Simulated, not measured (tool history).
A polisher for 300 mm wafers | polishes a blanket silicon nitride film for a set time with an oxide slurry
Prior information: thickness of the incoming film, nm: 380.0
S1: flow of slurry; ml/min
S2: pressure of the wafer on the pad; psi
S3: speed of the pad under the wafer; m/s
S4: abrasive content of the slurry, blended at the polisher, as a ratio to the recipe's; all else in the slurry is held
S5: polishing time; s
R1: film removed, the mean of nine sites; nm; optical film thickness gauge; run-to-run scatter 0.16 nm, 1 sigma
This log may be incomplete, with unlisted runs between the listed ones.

{"run": 1, "hour": 0.0, "S1": 225, "S2": 4.2, "S3": 1.06, "S4": 1, "S5": 51, "R1": 37.731}
{"run": 2, "hour": 8.8, "S1": 220, "S2": 3.6, "S3": 1.06, "S4": 1, "S5": 51, "R1": 31.565}
{"run": 3, "hour": 17.4, "S1": 220, "S2": 3.6, "S3": 1.06, "S4": 0.9, "S5": 51, "R1": 30.284}
{"run": 4, "hour": 22.2, "S1": 220, "S2": 4.4, "S3": 1.06, "S4": 0.9, "S5": 51, "R1": 37.319}
{"hour": 30.0, "done": "head pressure recalibrated"}
{"run": 5, "hour": 30.0, "S1": 210, "S2": 3.8, "S3": 1.06, "S4": 0.9, "S5": 51, "R1": 30.207}
{"run": 6, "hour": 33.7, "S1": 190, "S2": 3.6, "S3": 1.06, "S4": 0.9, "S5": 51, "R1": 28.438}
{"run": 7, "hour": 42.3, "S1": 175, "S2": 3.4, "S3": 1.06, "S4": 0.9, "S5": 51, "R1": 26.929}
{"run": 8, "hour": 51.0, "S1": 165, "S2": 3.2, "S3": 1.06, "S4": 0.9, "S5": 51, "R1": 24.943}
{"run": 9, "hour": 51.8, "S1": 160, "S2": 3.1, "S3": 1.06, "S4": 0.9, "S5": 51, "R1": 24.294}
{"run": 10, "hour": 60.8, "S1": 155, "S2": 3, "S3": 1.06, "S4": 0.9, "S5": 51, "R1": 23.421}
{"run": 11, "hour": 68.3, "S1": 155, "S2": 3, "S3": 1.06, "S4": 0.9, "S5": 51, "R1": 23.574}
{"run": 12, "hour": 71.9, "S1": 155, "S2": 3, "S3": 1.06, "S4": 0.9, "S5": 51, "R1": 23.41}
{"run": 13, "hour": 76.9, "S1": 150, "S2": 2.7, "S3": 1.06, "S4": 0.9, "S5": 51, "R1": 21.186}
{"run": 14, "hour": 79.7, "S1": 155, "S2": 2.7, "S3": 1.06, "S4": 0.9, "S5": 51, "R1": 21.207}

For run 15, what comes out?
{"run": 15, "hour": 82.8, "S1": 160, "S2": 2.7, "S3": 1.06, "S4": 0.9, "S5": 51, "R1": "?"}

R1: 21.187 nm
